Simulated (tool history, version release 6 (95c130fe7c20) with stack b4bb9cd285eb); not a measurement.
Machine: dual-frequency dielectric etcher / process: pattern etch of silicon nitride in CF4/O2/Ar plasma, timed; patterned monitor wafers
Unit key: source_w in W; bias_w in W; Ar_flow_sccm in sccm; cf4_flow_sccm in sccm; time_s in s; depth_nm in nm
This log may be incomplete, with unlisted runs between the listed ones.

{"run": 1, "hour": 0.0, "source_w": 610, "bias_w": 38, "Ar_flow_sccm": 134, "cf4_flow_sccm": 85, "time_s": 672.0, "depth_nm": 1274.6}
{"run": 2, "hour": 8.6, "source_w": 570, "bias_w": 38, "Ar_flow_sccm": 134, "cf4_flow_sccm": 85, "time_s": 672.0, "depth_nm": 1204.6}
{"run": 3, "hour": 9.2, "source_w": 570, "bias_w": 38, "Ar_flow_sccm": 157, "cf4_flow_sccm": 85, "time_s": 672.0, "depth_nm": 1164.4}
{"run": 4, "hour": 17.0, "source_w": 540, "bias_w": 38, "Ar_flow_sccm": 157, "cf4_flow_sccm": 85, "time_s": 672.0, "depth_nm": 1108.3}
{"run": 5, "hour": 23.8, "source_w": 540, "bias_w": 43, "Ar_flow_sccm": 157, "cf4_flow_sccm": 85, "time_s": 672.0, "depth_nm": 1151.5}
{"run": 6, "hour": 28.8, "source_w": 630, "bias_w": 43, "Ar_flow_sccm": 157, "cf4_flow_sccm": 85, "time_s": 672.0, "depth_nm": 1327.2}

The next listed run, before its measurement:
{"run": 7, "hour": 37.8, "source_w": 630, "bias_w": 43, "Ar_flow_sccm": 157, "cf4_flow_sccm": 85, "time_s": 672.0, "depth_nm": "?"}

{"run 7": {"depth_nm": 1335.9}}
